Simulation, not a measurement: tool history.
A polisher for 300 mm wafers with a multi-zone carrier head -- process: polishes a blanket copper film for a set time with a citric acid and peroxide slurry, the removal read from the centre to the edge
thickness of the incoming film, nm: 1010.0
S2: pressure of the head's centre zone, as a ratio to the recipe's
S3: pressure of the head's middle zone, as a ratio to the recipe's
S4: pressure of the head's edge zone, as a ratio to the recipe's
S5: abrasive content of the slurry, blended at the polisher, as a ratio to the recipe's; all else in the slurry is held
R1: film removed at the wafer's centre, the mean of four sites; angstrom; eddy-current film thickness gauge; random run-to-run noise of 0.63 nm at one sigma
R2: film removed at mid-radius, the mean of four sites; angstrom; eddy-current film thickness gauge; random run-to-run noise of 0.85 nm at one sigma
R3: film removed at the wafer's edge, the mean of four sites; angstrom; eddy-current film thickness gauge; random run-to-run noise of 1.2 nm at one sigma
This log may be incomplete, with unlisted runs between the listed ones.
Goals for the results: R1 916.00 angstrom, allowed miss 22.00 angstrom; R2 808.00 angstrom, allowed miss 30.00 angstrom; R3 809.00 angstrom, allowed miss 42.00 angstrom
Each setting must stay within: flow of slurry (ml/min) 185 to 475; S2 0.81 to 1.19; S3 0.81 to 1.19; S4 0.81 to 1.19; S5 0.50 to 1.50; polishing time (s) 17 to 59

Run 1, day 0.000: flow of slurry (ml/min) 305, S2 1.00, S3 1.00, S4 1.00, S5 1.00, polishing time (s) 38. Result: R1 703.58 angstrom, R2 712.92 angstrom, R3 687.38 angstrom.
Run 2, day 0.079: flow of slurry (ml/min) 305, S2 1.00, S3 1.00, S4 1.08, S5 1.00, polishing time (s) 38. Result: R1 704.61 angstrom, R2 714.43 angstrom, R3 736.46 angstrom.
Run 3, day 0.154: flow of slurry (ml/min) 305, S2 1.00, S3 1.00, S4 1.08, S5 0.90, polishing time (s) 38. Result: R1 698.15 angstrom, R2 704.78 angstrom, R3 704.26 angstrom.
Run 4, day 0.383: flow of slurry (ml/min) 305, S2 1.08, S3 1.00, S4 1.08, S5 0.90, polishing time (s) 38. Result: R1 753.95 angstrom, R2 702.82 angstrom, R3 713.19 angstrom.
Run 5, day 0.738: flow of slurry (ml/min) 305, S2 1.08, S3 1.00, S4 1.16, S5 0.90, polishing time (s) 38. Result: R1 745.30 angstrom, R2 700.89 angstrom, R3 737.74 angstrom.
Run 6, day 0.779: flow of slurry (ml/min) 320, S2 1.11, S3 1.01, S4 1.15, S5 0.95, polishing time (s) 38. Result: R1 787.15 angstrom, R2 717.22 angstrom, R3 739.31 angstrom.
Run 7, day 0.900: flow of slurry (ml/min) 320, S2 1.13, S3 1.02, S4 1.16, S5 1.00, polishing time (s) 38. Result: R1 811.56 angstrom, R2 737.93 angstrom, R3 766.04 angstrom.
Run 8, day 0.938: flow of slurry (ml/min) 330, S2 1.14, S3 1.03, S4 1.16, S5 1.05, polishing time (s) 38. Result: R1 823.62 angstrom, R2 736.43 angstrom, R3 754.02 angstrom.
Run 9, day 1.221: flow of slurry (ml/min) 330, S2 1.15, S3 1.04, S4 1.16, S5 1.10, polishing time (s) 38. Result: R1 829.03 angstrom, R2 765.22 angstrom, R3 765.91 angstrom.
Run 10, day 1.342: flow of slurry (ml/min) 340, S2 1.16, S3 1.04, S4 1.16, S5 1.15, polishing time (s) 38. Result: R1 857.34 angstrom, R2 763.51 angstrom, R3 792.30 angstrom.
Run 11, day 1.688: flow of slurry (ml/min) 350, S2 1.17, S3 1.05, S4 1.15, S5 1.15, polishing time (s) 38. Result: R1 865.98 angstrom, R2 755.78 angstrom, R3 788.70 angstrom.
Run 12, day 1.800: flow of slurry (ml/min) 350, S2 1.17, S3 1.06, S4 1.14, S5 1.15, polishing time (s) 38. Result: R1 853.73 angstrom, R2 777.08 angstrom, R3 781.71 angstrom.

Which single option among these 4 for the next run brings every result within its allowed miss of target? Just one does.
Run A, day 1.912: flow of slurry (ml/min) 350, S2 1.05, S3 1.02, S4 1.19, S5 1.20, polishing time (s) 43. Result: R1 ?, R2 ?, R3 ?.
Run B, day 1.912: flow of slurry (ml/min) 195, S2 1.19, S3 1.07, S4 1.11, S5 1.00, polishing time (s) 44. Result: R1 ?, R2 ?, R3 ?.
Run C, day 1.912: flow of slurry (ml/min) 360, S2 1.08, S3 1.11, S4 1.16, S5 0.95, polishing time (s) 38. Result: R1 ?, R2 ?, R3 ?.
Run D, day 1.912: flow of slurry (ml/min) 400, S2 1.11, S3 0.92, S4 1.19, S5 1.10, polishing time (s) 45. Result: R1 ?, R2 ?, R3 ?.

move      R1      R2      R3
   A  882.96  868.54  910.41
   B  911.11  828.78  819.83
   C  771.97  792.49  761.44
   D  972.78  829.12  946.96
A: nearer than the last run, and not there yet
B: meets every target
C: lands further from the targets than the last run did
D: takes the result that was furthest off past its target
So the answer is move B, the one that meets all the targets.
